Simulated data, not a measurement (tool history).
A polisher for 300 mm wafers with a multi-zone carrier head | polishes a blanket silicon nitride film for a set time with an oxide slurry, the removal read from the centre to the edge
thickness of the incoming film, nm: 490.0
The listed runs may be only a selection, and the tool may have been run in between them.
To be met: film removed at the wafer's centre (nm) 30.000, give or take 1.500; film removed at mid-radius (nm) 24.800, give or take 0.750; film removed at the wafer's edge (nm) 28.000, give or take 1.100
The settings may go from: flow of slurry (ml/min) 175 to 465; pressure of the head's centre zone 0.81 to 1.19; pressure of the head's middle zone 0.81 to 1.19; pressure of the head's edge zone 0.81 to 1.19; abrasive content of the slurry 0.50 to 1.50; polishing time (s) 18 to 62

run	hour	flow of slurry (ml/min)	pressure of the head's centre zone	pressure of the head's middle zone	pressure of the head's edge zone	abrasive content of the slurry	polishing time (s)	film removed at the wafer's centre (nm)	film removed at mid-radius (nm)	film removed at the wafer's edge (nm)
1	0.0	295	1.00	1.00	1.00	1.00	40	33.916	33.870	33.650
2	5.2	295	1.00	1.00	0.93	1.00	40	33.518	33.798	32.776
3	9.8	295	1.00	0.96	0.93	1.00	40	34.395	33.080	33.105
4	12.6	290	1.00	0.94	0.93	0.95	40	33.136	31.725	31.986
5	20.0	290	0.95	0.94	0.93	0.95	40	32.094	31.766	32.230
6	21.8	290	1.04	0.94	0.93	0.95	40	34.554	31.404	32.751
7	25.4	290	1.04	0.93	0.92	0.90	40	34.270	30.302	31.032
# hour 28.6: worn pad replaced by a new one
8	28.6	285	1.03	0.91	0.93	0.85	40	34.776	30.764	32.760
9	35.0	285	1.03	0.91	0.93	0.85	40	34.877	30.874	31.909
10	38.3	285	1.03	0.90	0.94	0.85	39	33.709	29.584	31.722
11	40.8	285	1.03	0.89	0.94	0.80	39	33.835	28.719	30.575
12	47.4	280	1.02	0.88	0.95	0.75	39	31.863	27.712	30.826

Of the 5 settings listed for the next run, only one would bring every result within its allowed miss of target. Which one?
A	54.0	225	0.96	0.86	0.99	0.65	39	?	?	?
B	54.0	175	0.96	0.84	0.96	0.80	43	?	?	?
C	54.0	250	1.06	0.85	0.98	0.60	40	?	?	?
D	54.0	195	0.89	0.81	1.10	0.70	40	?	?	?
E	54.0	320	1.02	0.86	0.91	0.75	33	?	?	?

move	film removed at the wafer's centre (nm)	film removed at mid-radius (nm)	film removed at the wafer's edge (nm)
A	27.641	25.209	28.294
B	32.256	28.993	32.953
C	30.578	24.960	28.074
D	26.630	25.068	31.228
E	27.587	23.571	25.212
A: corrects the largest miss of the last run, while another result sits out of spec
B: misses by more than the last run did
C: meets every target
D: corrects the largest miss of the last run, while another result sits out of spec
E: carries the result that was furthest off beyond its target, to the other side
The right move is C.

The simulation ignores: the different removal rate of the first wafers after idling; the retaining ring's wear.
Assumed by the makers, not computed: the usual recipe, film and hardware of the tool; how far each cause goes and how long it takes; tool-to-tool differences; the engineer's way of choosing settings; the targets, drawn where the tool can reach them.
